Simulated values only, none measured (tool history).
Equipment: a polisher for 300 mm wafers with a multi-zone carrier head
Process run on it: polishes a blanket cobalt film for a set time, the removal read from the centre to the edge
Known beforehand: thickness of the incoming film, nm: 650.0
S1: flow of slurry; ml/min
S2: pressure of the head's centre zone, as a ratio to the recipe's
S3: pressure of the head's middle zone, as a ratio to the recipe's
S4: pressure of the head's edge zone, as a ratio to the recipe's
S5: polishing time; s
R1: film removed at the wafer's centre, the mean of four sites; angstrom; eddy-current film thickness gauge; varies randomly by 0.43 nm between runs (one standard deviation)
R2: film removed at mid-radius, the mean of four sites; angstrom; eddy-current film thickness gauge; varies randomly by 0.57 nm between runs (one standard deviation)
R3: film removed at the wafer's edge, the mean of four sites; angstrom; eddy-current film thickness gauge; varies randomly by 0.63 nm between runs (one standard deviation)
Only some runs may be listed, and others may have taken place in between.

Run 1, hour 0: S1 220 ml/min, S2 1, S3 1, S4 1, S5 31 s. Result: R1 704.45 angstrom, R2 722.14 angstrom, R3 696.22 angstrom.
Run 2, hour 2.7: S1 220 ml/min, S2 1, S3 0.95, S4 1, S5 31 s. Result: R1 713.79 angstrom, R2 679.27 angstrom, R3 707.59 angstrom.
Run 3, hour 9.2: S1 220 ml/min, S2 1, S3 0.95, S4 1, S5 25 s. Result: R1 569.9 angstrom, R2 548.32 angstrom, R3 568.36 angstrom.
Run 4, hour 13.4: S1 220 ml/min, S2 1, S3 0.87, S4 1, S5 25 s. Result: R1 581.18 angstrom, R2 509.21 angstrom, R3 581.76 angstrom.
Run 5, hour 19.6: S1 220 ml/min, S2 1.06, S3 0.87, S4 1, S5 25 s. Result: R1 606.76 angstrom, R2 516.16 angstrom, R3 565.37 angstrom.
Run 6, hour 27.8: S1 210 ml/min, S2 0.99, S3 0.94, S4 0.99, S5 23 s. Result: R1 510.75 angstrom, R2 488.71 angstrom, R3 515.15 angstrom.
Run 7, hour 33.9: S1 195 ml/min, S2 0.94, S3 0.99, S4 0.98, S5 23 s. Result: R1 485.82 angstrom, R2 525.34 angstrom, R3 498.51 angstrom.
Run 8, hour 37.9: S1 185 ml/min, S2 0.9, S3 0.99, S4 1, S5 22 s. Result: R1 441.29 angstrom, R2 495.37 angstrom, R3 492.35 angstrom.

Expected results for the next run?
Run 9, hour 44.5: S1 175 ml/min, S2 0.87, S3 1, S4 0.99, S5 22 s. Result: R1 ?, R2 ?, R3 ?.

R1: 414.31 angstrom
R2: 490.96 angstrom
R3: 475.33 angstrom
